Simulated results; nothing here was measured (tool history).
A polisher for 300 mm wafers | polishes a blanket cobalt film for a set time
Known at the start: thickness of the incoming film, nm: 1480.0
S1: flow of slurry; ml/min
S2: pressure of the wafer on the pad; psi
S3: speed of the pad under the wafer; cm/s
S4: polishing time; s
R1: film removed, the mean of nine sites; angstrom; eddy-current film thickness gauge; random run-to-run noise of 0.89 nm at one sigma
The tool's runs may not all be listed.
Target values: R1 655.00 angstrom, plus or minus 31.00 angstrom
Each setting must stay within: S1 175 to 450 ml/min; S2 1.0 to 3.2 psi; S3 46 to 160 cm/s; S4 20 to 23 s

Run 1, day 0.000: S1 290 ml/min, S2 2.1 psi, S3 102 cm/s, S4 23 s. Result: R1 1025.20 angstrom.
Run 2, day 0.325: S1 290 ml/min, S2 2.6 psi, S3 102 cm/s, S4 23 s. Result: R1 1266.90 angstrom.
Run 3, day 0.425: S1 290 ml/min, S2 2.3 psi, S3 100 cm/s, S4 23 s. Result: R1 1095.20 angstrom.
Run 4, day 0.721: S1 290 ml/min, S2 2.3 psi, S3 100 cm/s, S4 23 s. Result: R1 1062.90 angstrom.
Run 5, day 0.842: S1 245 ml/min, S2 2.3 psi, S3 100 cm/s, S4 23 s. Result: R1 1059.30 angstrom.
Run 6, day 1.092: S1 305 ml/min, S2 2.3 psi, S3 100 cm/s, S4 23 s. Result: R1 1114.00 angstrom.
Run 7, day 1.346: S1 295 ml/min, S2 2.0 psi, S3 98 cm/s, S4 23 s. Result: R1 905.04 angstrom.
Run 8, day 1.550: S1 295 ml/min, S2 1.9 psi, S3 98 cm/s, S4 23 s. Result: R1 899.03 angstrom.
Run 9, day 1.788: S1 295 ml/min, S2 1.7 psi, S3 98 cm/s, S4 23 s. Result: R1 790.28 angstrom.
Run 10, day 1.979: S1 295 ml/min, S2 1.6 psi, S3 98 cm/s, S4 23 s. Result: R1 764.51 angstrom.

Pick the move, out of 5, that brings all results within their allowed miss; only one does.
Run A, day 2.171: S1 325 ml/min, S2 1.8 psi, S3 116 cm/s, S4 23 s. Result: R1 ?.
Run B, day 2.171: S1 310 ml/min, S2 1.7 psi, S3 96 cm/s, S4 22 s. Result: R1 ?.
Run C, day 2.171: S1 300 ml/min, S2 1.6 psi, S3 88 cm/s, S4 22 s. Result: R1 ?.
Run D, day 2.171: S1 295 ml/min, S2 1.8 psi, S3 96 cm/s, S4 20 s. Result: R1 ?.
Run E, day 2.171: S1 250 ml/min, S2 1.7 psi, S3 96 cm/s, S4 23 s. Result: R1 ?.

move      R1
   A  979.99
   B  735.04
   C  635.46
   D  702.71
   E  751.07
A: moves away from the targets compared with the last run
B: moves toward the targets from the last run without getting all of them in spec
C: every result within its allowed miss
D: moves toward the targets from the last run without getting all of them in spec
E: moves toward the targets from the last run without getting all of them in spec
The right move is C.

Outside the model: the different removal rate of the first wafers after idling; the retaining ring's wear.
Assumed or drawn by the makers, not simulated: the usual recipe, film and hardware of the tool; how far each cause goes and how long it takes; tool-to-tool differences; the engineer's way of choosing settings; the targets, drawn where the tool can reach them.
